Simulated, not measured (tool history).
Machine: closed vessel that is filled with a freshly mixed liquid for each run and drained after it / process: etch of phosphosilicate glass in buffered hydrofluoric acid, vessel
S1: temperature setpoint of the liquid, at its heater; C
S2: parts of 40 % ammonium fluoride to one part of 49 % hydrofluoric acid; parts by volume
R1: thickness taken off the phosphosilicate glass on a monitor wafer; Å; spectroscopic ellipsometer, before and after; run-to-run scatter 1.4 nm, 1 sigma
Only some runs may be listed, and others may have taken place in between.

Run 1, hour 0: S1 20 C, S2 15.5 parts by volume, time in the liquid (s) 105. Result: R1 2581.8 Å.
Run 2, hour 6.7: S1 19.5 C, S2 15.5 parts by volume, time in the liquid (s) 105. Result: R1 2528.3 Å.
Run 3, hour 8.8: S1 22.5 C, S2 15.5 parts by volume, time in the liquid (s) 105. Result: R1 2990.2 Å.
Run 4, hour 12.1: S1 22.5 C, S2 17.5 parts by volume, time in the liquid (s) 105. Result: R1 2648.6 Å.
Run 5, hour 14.1: S1 22.5 C, S2 17.5 parts by volume, time in the liquid (s) 115. Result: R1 2923 Å.
Run 6, hour 16.4: S1 21.5 C, S2 17.5 parts by volume, time in the liquid (s) 115. Result: R1 2746.8 Å.
Run 7, hour 25.2: S1 20.5 C, S2 17.5 parts by volume, time in the liquid (s) 115. Result: R1 2608.9 Å.

Run 8 has not been measured yet. What should we expect?
Run 8, hour 27: S1 20 C, S2 17.5 parts by volume, time in the liquid (s) 115. Result: R1 ?.

R1: 2520.8 Å
